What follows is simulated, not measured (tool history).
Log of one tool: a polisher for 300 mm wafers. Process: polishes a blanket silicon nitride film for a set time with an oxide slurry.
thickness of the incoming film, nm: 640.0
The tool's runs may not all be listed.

run	day	flow of slurry (ml/min)	pressure of the wafer on the pad (psi)	speed of the pad under the wafer (cm/s)	abrasive content of the slurry	polishing time (s)	film removed (nm)
1	0.000	235	3.7	130	1.0	57	38.557
2	0.258	235	3.7	130	1.0	51	35.244
3	0.592	235	3.5	130	1.0	51	32.135
4	0.929	235	3.4	130	1.0	51	31.716
5	1.242	280	3.4	130	1.0	51	32.239
6	1.538	280	3.4	130	1.1	51	33.788
7	1.717	280	3.2	130	1.1	51	32.239
8	1.912	280	3.0	130	1.1	51	30.908

Run 9, settings as shown, results not yet in. Your forecast:
9	2.058	280	2.9	130	1.1	51	?

For run 9 the tool returned film removed (nm) 29.638.

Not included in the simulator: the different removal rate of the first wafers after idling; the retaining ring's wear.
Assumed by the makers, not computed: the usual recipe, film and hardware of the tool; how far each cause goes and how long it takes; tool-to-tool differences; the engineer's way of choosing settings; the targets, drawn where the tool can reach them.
